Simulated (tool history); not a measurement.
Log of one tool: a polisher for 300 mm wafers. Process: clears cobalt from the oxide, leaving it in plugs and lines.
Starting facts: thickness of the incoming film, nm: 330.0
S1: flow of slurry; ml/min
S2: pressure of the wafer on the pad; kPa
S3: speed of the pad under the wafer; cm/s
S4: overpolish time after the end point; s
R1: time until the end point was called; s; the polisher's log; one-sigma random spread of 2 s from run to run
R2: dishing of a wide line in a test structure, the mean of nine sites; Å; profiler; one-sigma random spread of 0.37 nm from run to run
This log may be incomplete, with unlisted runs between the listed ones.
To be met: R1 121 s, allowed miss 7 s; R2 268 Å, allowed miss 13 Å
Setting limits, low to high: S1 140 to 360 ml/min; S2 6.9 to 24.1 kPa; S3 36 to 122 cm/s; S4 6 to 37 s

| run | day | S1 | S2 | S3 | S4 | R1 | R2 |
|---|---|---|---|---|---|---|---|
| 1 | 0 | 230 | 15.2 | 78 | 19 | 58.42 | 580.51 |
| 2 | 0.071 | 230 | 13.8 | 72 | 16 | 68.299 | 488.98 |
| 3 | 0.342 | 230 | 13.8 | 82 | 16 | 63.782 | 509.89 |
| 4 | 0.521 | 230 | 13.8 | 88 | 16 | 58.979 | 531.79 |
| 5 | 0.633 | 230 | 17.2 | 88 | 16 | 48.541 | 591.72 |
| 6 | 0.783 | 225 | 15.9 | 78 | 14 | 56.806 | 500.66 |
| 7 | 1.129 | 225 | 14.5 | 72 | 13 | 63.076 | 437.6 |
| 8 | 1.167 | 225 | 13.1 | 66 | 13 | 76.354 | 383.8 |
| 9 | 1.412 | 225 | 11.7 | 64 | 13 | 88.463 | 350.84 |
| 10 | 1.771 | 225 | 11 | 64 | 13 | 92.985 | 327.53 |
| 11 | 1.883 | 225 | 10.3 | 64 | 13 | 99.43 | 316.03 |
| 12 | 2.225 | 225 | 9.7 | 64 | 13 | 106.13 | 302.22 |
| 13 | 2.596 | 225 | 9 | 64 | 13 | 109.41 | 283.24 |
| 14 | 2.683 | 225 | 8.3 | 64 | 14 | 118.44 | 283.91 |

Below are 4 possible settings for the next run. Only one of them brings all results inside the allowed miss of their targets. Which is it?
| A | 2.771 | 265 | 9.7 | 54 | 15 | ? | ? |
| B | 2.771 | 220 | 8.3 | 66 | 15 | ? | ? |
| C | 2.771 | 190 | 9 | 58 | 16 | ? | ? |
| D | 2.771 | 220 | 7.6 | 72 | 13 | ? | ? |

| move | R1 | R2 |
|---|---|---|
| A | 112.93 | 305.82 |
| B | 115.69 | 299.96 |
| C | 119.02 | 308.82 |
| D | 117.97 | 262.64 |
A: moves away from the targets compared with the last run
B: moves away from the targets compared with the last run
C: moves away from the targets compared with the last run
D: every result within its allowed miss
The move that meets every target is D.
